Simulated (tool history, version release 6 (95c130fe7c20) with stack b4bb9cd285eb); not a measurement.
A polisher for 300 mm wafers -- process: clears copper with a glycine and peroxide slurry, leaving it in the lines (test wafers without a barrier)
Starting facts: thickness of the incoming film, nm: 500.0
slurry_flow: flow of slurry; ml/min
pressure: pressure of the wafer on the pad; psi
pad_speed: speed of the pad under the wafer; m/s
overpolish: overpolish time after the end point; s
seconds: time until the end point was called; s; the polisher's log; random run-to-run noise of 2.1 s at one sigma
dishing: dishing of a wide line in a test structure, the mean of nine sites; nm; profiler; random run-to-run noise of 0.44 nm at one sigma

run,hour,slurry_flow,pressure,pad_speed,overpolish,seconds,dishing
1,0,215,1.9,0.92,21,166.43,43.315
2,5.8,210,1.8,0.96,18,163.71,38.722
3,7.2,210,2.1,0.96,18,146.99,41.734
4,8.6,210,2.1,0.96,23,146.32,50.434
5,16.1,210,2.1,1.08,23,135.11,54.054
6,22.7,210,2.1,1.08,28,134.07,60.869
7,27.9,195,1.9,1.16,24,137.97,54.514
8,36.4,220,1.9,1.12,20,140.36,47.509
9,45,200,2,1.06,17,143.66,42.716
10,51.2,225,2,1.02,15,145.59,36.991

Run 11 has not been measured yet. What should we expect?
11,55.9,240,2,1.02,13,?,?

Run 11 yielded seconds 147.2 s, dishing 33.793 nm.
